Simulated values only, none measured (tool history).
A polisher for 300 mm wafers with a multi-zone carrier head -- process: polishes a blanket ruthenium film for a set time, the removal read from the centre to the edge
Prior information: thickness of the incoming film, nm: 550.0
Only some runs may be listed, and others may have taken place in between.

| run | day | flow of slurry (ml/min) | pressure of the head's centre zone | pressure of the head's middle zone | pressure of the head's edge zone | polishing time (s) | film removed at the wafer's centre (angstrom) | film removed at mid-radius (angstrom) | film removed at the wafer's edge (angstrom) |
|---|---|---|---|---|---|---|---|---|---|
| 1 | 0 | 180 | 1 | 1 | 1 | 77 | 1051.9 | 1020.6 | 1016.7 |
| 2 | 0.346 | 190 | 1 | 0.97 | 1.05 | 80 | 1052.5 | 1013.9 | 1092.6 |
| 3 | 0.425 | 200 | 1.03 | 0.96 | 1.08 | 83 | 1159.7 | 1074.3 | 1154.7 |
| 4 | 0.671 | 180 | 1.03 | 0.96 | 1.08 | 83 | 1144.3 | 1056.1 | 1146 |
| 5 | 0.854 | 180 | 1.03 | 0.91 | 1.08 | 83 | 1135.8 | 1003.9 | 1150.9 |
| 6 | 1.062 | 180 | 1.03 | 0.91 | 1.15 | 83 | 1142.2 | 1015.8 | 1163 |
| 7 | 1.421 | 190 | 1.03 | 0.89 | 1.16 | 85 | 1181.5 | 1006.9 | 1217.8 |
| 8 | 1.496 | 200 | 1.03 | 0.89 | 1.17 | 87 | 1240.8 | 1061 | 1239.8 |
| 9 | 1.704 | 195 | 1.02 | 0.88 | 1.17 | 89 | 1261.4 | 1064.6 | 1280 |
| 10 | 1.971 | 200 | 1.01 | 0.87 | 1.17 | 90 | 1246.3 | 1075.2 | 1279.8 |

What does the tool deliver on the next run?
| 11 | 2.096 | 195 | 1.01 | 0.86 | 1.17 | 92 | ? | ? | ? |

film removed at the wafer's centre (angstrom): 1252.1
film removed at mid-radius (angstrom): 1106.3
film removed at the wafer's edge (angstrom): 1317.1

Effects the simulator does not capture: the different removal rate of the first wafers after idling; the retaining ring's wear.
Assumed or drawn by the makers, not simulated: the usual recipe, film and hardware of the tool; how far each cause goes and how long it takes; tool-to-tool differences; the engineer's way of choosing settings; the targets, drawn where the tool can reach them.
